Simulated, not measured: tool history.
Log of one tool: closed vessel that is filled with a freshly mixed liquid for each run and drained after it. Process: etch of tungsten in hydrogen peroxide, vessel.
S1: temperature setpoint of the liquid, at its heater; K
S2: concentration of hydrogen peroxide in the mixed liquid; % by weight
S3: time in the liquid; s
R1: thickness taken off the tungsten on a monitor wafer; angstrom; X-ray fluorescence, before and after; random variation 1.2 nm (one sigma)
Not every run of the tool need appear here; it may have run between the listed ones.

{"run": 1, "hour": 0.0, "S1": 319.15, "S2": 24, "S3": 85, "R1": 1073.8}
{"run": 2, "hour": 6.4, "S1": 319.65, "S2": 24, "S3": 85, "R1": 1125.3}
{"run": 3, "hour": 14.7, "S1": 319.65, "S2": 19, "S3": 85, "R1": 994.77}
{"run": 4, "hour": 22.4, "S1": 320.65, "S2": 19, "S3": 85, "R1": 1045.1}
{"run": 5, "hour": 24.4, "S1": 320.65, "S2": 19, "S3": 85, "R1": 1032.4}
{"hour": 33.4, "done": "thermometer replaced"}
{"run": 6, "hour": 33.4, "S1": 321.65, "S2": 19, "S3": 85, "R1": 1064.1}
{"run": 7, "hour": 34.3, "S1": 322.65, "S2": 19, "S3": 85, "R1": 1124.0}
{"run": 8, "hour": 42.1, "S1": 323.15, "S2": 19, "S3": 85, "R1": 1151.1}

What will run 9 give?
{"run": 9, "hour": 48.8, "S1": 323.65, "S2": 19, "S3": 85, "R1": "?"}

R1: 1187.70 angstrom
